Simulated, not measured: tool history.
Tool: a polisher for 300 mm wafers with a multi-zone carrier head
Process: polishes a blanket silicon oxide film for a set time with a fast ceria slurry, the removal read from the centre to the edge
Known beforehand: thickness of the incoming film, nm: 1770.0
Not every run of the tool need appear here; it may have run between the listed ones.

run,hour,flow of slurry (ml/min),pressure of the head's centre zone,pressure of the head's middle zone,pressure of the head's edge zone,polishing time (s),film removed at the wafer's centre (Å),film removed at mid-radius (Å),film removed at the wafer's edge (Å)
1,0,155,1,1,1,38,6491.2,6403.7,6652.9
2,1.4,155,1,1,1.08,38,6448.9,6489.9,6947.9
3,2.8,150,0.98,1.01,1.05,37,6134.9,6290.3,6825.9
4,6.2,155,0.97,1.03,1.03,36,5943.5,6272.5,6426.7
5,6.9,155,0.97,1.03,1.03,27,4525.8,4782.8,4835.8
# hour 9.9: worn pad replaced by a new one
6,9.9,155,0.94,1.03,1.03,27,4601.4,5084.6,5228.9
7,18.4,160,0.94,1.04,1.03,27,4680.6,5185.7,5309.3
8,23.4,165,0.94,1.05,1.02,27,4700.5,5313,5218

For run 9, what comes out?
9,25,170,0.94,1.05,1.02,27,?,?,?

film removed at the wafer's centre (Å): 4787.3
film removed at mid-radius (Å): 5217.2
film removed at the wafer's edge (Å): 5239

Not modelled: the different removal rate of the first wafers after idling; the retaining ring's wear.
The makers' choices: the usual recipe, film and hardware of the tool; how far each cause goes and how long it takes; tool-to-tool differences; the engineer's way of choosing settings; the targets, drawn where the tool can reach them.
